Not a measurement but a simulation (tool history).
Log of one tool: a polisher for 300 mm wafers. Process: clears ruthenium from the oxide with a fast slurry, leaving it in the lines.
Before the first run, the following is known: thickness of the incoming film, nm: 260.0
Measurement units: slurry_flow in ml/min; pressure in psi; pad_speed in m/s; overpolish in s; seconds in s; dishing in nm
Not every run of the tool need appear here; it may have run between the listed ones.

run 1 hour=0 | slurry_flow=245 pressure=2.8 pad_speed=0.84 slurry_solids=1 overpolish=23 | seconds=92.073 dishing=49.341
run 2 hour=0.7 | slurry_flow=245 pressure=2.8 pad_speed=0.94 slurry_solids=1 overpolish=23 | seconds=84.223 dishing=52.602
run 3 hour=6.8 | slurry_flow=245 pressure=2.8 pad_speed=0.94 slurry_solids=0.8 overpolish=23 | seconds=91.999 dishing=48.661
run 4 hour=9.7 | slurry_flow=245 pressure=3 pad_speed=0.94 slurry_solids=0.8 overpolish=20 | seconds=90.135 dishing=45.587
run 5 hour=14.2 | slurry_flow=250 pressure=3.3 pad_speed=0.96 slurry_solids=0.8 overpolish=17 | seconds=83.61 dishing=42.057
run 6 hour=16.3 | slurry_flow=250 pressure=3.3 pad_speed=0.96 slurry_solids=0.8 overpolish=11 | seconds=81.559 dishing=27.418

Predict the results of run 7:
run 7 hour=18.1 | slurry_flow=250 pressure=3.6 pad_speed=0.96 slurry_solids=0.8 overpolish=12 | seconds=? dishing=?

Run 7 measured seconds 76.852 s, dishing 31.463 nm.

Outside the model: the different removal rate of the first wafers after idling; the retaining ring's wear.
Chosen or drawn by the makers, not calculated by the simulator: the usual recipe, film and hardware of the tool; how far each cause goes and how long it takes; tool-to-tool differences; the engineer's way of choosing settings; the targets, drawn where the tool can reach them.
